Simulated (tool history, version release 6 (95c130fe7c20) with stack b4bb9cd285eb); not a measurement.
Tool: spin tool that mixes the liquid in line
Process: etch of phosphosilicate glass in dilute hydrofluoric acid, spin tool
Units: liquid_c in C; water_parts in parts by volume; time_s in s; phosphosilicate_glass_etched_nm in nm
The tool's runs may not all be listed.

run	hour	liquid_c	water_parts	time_s	phosphosilicate_glass_etched_nm
1	0	23	190	50	35.046
2	9	24.5	185	50	38.665
3	16.5	21.5	185	50	34.386
4	20.9	23.5	180	50	38.167
5	28.9	25	175	50	41.973
6	34.5	23.5	175	50	39.764

Forecast run 7:
7	40.1	25	170	50	?

phosphosilicate_glass_etched_nm: 43.502 nm
